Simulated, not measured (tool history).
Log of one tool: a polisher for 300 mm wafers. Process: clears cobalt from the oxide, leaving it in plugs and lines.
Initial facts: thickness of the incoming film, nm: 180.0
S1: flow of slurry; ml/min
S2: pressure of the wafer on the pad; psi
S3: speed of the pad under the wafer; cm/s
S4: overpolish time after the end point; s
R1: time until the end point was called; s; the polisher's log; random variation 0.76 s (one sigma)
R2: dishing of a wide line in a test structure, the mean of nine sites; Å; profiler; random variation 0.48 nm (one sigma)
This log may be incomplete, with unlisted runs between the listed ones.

run,hour,S1,S2,S3,S4,R1,R2
1,0.0,250,1.8,116,20,29.555,513.05
2,7.9,250,1.8,116,14,28.683,425.55
3,11.3,250,2.1,116,14,25.979,455.79
4,16.0,200,2.1,116,14,26.302,467.75
5,17.1,250,1.8,114,12,29.362,404.12
6,22.0,190,1.8,114,12,31.389,387.44
7,30.6,180,1.5,120,10,33.518,346.62
8,34.8,170,1.3,122,9,37.510,289.25
9,42.8,165,1.2,126,8,39.089,273.20
10,47.1,160,1.1,132,7,38.688,233.38
11,47.8,160,1.0,134,7,42.111,213.34

For run 12, what comes out?
12,49.1,160,1.0,136,7,?,?

Run 12 gave R1 42.480 s, R2 221.75 Å.
